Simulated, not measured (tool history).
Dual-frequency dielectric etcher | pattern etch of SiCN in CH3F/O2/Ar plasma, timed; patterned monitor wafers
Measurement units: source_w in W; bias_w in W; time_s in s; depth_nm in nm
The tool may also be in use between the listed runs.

| run | hour | source_w | bias_w | time_s | depth_nm |
|---|---|---|---|---|---|
| 1 | 0 | 370 | 71 | 87.5 | 34.615 |
| 2 | 1 | 320 | 71 | 87.5 | 32.39 |
| 3 | 4.7 | 350 | 72 | 87.5 | 33.786 |
| 4 | 6.8 | 380 | 72 | 87.5 | 34.8 |
| 5 | 12 | 380 | 66 | 87.5 | 34.082 |
| 6 | 17.7 | 400 | 67 | 87.5 | 34.921 |

Run 7 is up next; what results do you expect?
| 7 | 23.2 | 420 | 67 | 87.5 | ? |

Logged for run 7: depth_nm 35.518 nm.
